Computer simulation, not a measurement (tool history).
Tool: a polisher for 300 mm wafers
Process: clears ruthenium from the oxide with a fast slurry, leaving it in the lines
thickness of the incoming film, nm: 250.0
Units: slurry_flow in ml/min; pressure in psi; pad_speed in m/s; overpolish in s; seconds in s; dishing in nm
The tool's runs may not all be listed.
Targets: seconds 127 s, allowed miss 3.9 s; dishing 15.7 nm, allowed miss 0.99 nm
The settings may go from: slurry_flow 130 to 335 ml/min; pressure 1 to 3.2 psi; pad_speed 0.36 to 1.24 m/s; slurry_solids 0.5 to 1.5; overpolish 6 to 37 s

run 1 hour=0 | slurry_flow=215 pressure=2.1 pad_speed=0.8 slurry_solids=1 overpolish=19 | seconds=88.795 dishing=45.014
run 2 hour=4.9 | slurry_flow=215 pressure=2 pad_speed=0.8 slurry_solids=1 overpolish=17 | seconds=92.542 dishing=38.274
run 3 hour=8.5 | slurry_flow=215 pressure=2 pad_speed=0.8 slurry_solids=1 overpolish=10 | seconds=92.813 dishing=22.884
run 4 hour=14 | slurry_flow=215 pressure=1.9 pad_speed=0.8 slurry_solids=1 overpolish=10 | seconds=95.391 dishing=22.743
run 5 hour=17.7 | slurry_flow=215 pressure=1.8 pad_speed=0.8 slurry_solids=1 overpolish=10 | seconds=98.471 dishing=21.952
run 6 hour=19.3 | slurry_flow=215 pressure=1.8 pad_speed=0.8 slurry_solids=1.15 overpolish=10 | seconds=94.557 dishing=23.385
run 7 hour=21 | slurry_flow=215 pressure=1.7 pad_speed=0.8 slurry_solids=1.15 overpolish=10 | seconds=96.799 dishing=22.372
run 8 hour=29.2 | slurry_flow=205 pressure=1.1 pad_speed=0.8 slurry_solids=1.15 overpolish=8 | seconds=125.59 dishing=14.476

Which of these 5 next moves meets every target?
run A hour=37.4 | slurry_flow=230 pressure=1.1 pad_speed=0.88 slurry_solids=0.7 overpolish=12 | seconds=? dishing=?
run B hour=37.4 | slurry_flow=335 pressure=1 pad_speed=0.74 slurry_solids=1.15 overpolish=11 | seconds=? dishing=?
run C hour=37.4 | slurry_flow=175 pressure=1.1 pad_speed=0.76 slurry_solids=1.3 overpolish=10 | seconds=? dishing=?
run D hour=37.4 | slurry_flow=185 pressure=1 pad_speed=0.78 slurry_solids=1.1 overpolish=10 | seconds=? dishing=?
run E hour=37.4 | slurry_flow=190 pressure=1 pad_speed=0.84 slurry_solids=1.2 overpolish=9 | seconds=? dishing=?

move=A seconds=141.66 dishing=19.331
move=B seconds=135.16 dishing=18.606
move=C seconds=128.6 dishing=17.812
move=D seconds=139.72 dishing=16.449
move=E seconds=126.66 dishing=16.336
A: takes the result that was furthest off past its target
B: takes the result that was furthest off past its target
C: takes the result that was furthest off past its target
D: brings the result that was furthest off to its target, and leaves another outside
E: meets every target
Answer: E
